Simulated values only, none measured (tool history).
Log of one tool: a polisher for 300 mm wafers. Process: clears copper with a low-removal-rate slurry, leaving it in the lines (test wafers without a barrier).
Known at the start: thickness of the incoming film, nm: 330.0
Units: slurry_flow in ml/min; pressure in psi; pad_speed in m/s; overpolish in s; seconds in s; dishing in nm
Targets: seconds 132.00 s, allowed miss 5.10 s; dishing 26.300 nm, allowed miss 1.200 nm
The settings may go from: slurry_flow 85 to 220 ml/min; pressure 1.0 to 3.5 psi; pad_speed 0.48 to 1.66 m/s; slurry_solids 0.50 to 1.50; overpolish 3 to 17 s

run,day,slurry_flow,pressure,pad_speed,slurry_solids,overpolish,seconds,dishing
1,0.000,140,2.2,1.06,1.00,9,163.49,13.574
2,0.242,135,2.3,1.06,1.00,10,158.14,15.398
3,0.312,135,2.4,1.06,1.00,10,152.17,16.302
4,0.346,135,2.4,1.06,1.00,7,150.68,11.575
5,0.442,135,3.0,1.06,1.00,7,122.82,14.398
6,0.679,135,3.0,1.26,1.00,7,103.10,17.054
7,0.929,105,2.5,1.26,1.00,11,131.75,20.223
8,1.046,110,2.5,1.26,1.00,12,128.40,21.957
9,1.421,105,2.5,1.26,1.00,13,134.61,23.893
10,1.621,110,2.5,1.26,1.00,13,130.68,23.514
11,1.992,105,2.5,1.26,1.00,14,128.31,24.937

4 next moves are on the table. One of them brings every result within its allowed miss. Which?
A,2.362,110,2.0,1.52,1.05,15,?,?
B,2.362,95,2.6,1.24,1.00,17,?,?
C,2.362,100,2.7,1.16,1.05,13,?,?
D,2.362,85,2.1,1.42,1.05,17,?,?

move,seconds,dishing
A,132.59,25.311
B,132.12,28.692
C,132.45,22.813
D,146.38,25.961
A: meets every target
B: takes the result that was furthest off past its target
C: further off than the last run
D: brings the result that was furthest off to its target, and leaves another outside
Answer: A
